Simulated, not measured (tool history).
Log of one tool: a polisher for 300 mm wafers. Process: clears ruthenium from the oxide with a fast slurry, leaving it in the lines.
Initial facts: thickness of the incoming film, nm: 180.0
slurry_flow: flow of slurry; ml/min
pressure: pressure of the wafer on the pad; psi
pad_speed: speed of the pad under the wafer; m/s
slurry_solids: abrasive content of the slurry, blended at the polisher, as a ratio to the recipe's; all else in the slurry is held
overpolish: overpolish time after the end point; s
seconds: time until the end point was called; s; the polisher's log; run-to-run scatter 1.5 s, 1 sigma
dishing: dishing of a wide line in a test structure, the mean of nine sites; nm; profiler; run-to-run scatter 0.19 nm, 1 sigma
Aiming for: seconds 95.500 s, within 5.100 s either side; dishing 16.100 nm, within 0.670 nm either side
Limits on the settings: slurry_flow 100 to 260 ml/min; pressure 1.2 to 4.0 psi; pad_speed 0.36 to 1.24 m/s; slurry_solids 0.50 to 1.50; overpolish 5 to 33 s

run  hour  slurry_flow  pressure  pad_speed  slurry_solids  overpolish  seconds  dishing
  1   0.0          165       2.6       0.80           1.00          17   58.695   33.675
  2   1.7          125       2.6       0.80           1.00          17   58.322   32.489
  3   5.7          125       2.5       0.78           1.00          16   61.597   30.098
  4  13.9          145       2.5       0.78           1.00          16   61.760   30.186
  5  18.5          145       2.5       0.68           1.00          16   70.348   28.225
  6  22.0          145       2.5       0.68           0.80          16   81.802   24.701
  7  28.4          165       2.2       0.68           0.70           8  106.700   11.199
  8  36.7          165       2.3       0.64           0.80          10   91.741   15.373
  9  42.6          165       2.3       0.60           0.80          10   97.669   14.425
 10  43.8          165       2.3       0.58           0.80          11  100.920   15.240

Which of these 5 next moves meets every target?
  A  45.0          175       2.4       0.68           0.80          11        ?        ?
  B  45.0          210       2.5       0.54           0.95          11        ?        ?
  C  45.0          190       2.9       0.54           0.80          11        ?        ?
  D  45.0          170       2.6       0.82           0.55          11        ?        ?
  E  45.0          145       2.8       0.70           0.65          11        ?        ?

move  seconds  dishing
   A   82.920   18.292
   B   85.586   17.810
   C   85.379   17.846
   D   96.262   16.108
   E   86.993   17.565
A: takes the result that was furthest off past its target
B: takes the result that was furthest off past its target
C: takes the result that was furthest off past its target
D: all results in spec
E: takes the result that was furthest off past its target
So the answer is move D, the one that meets all the targets.
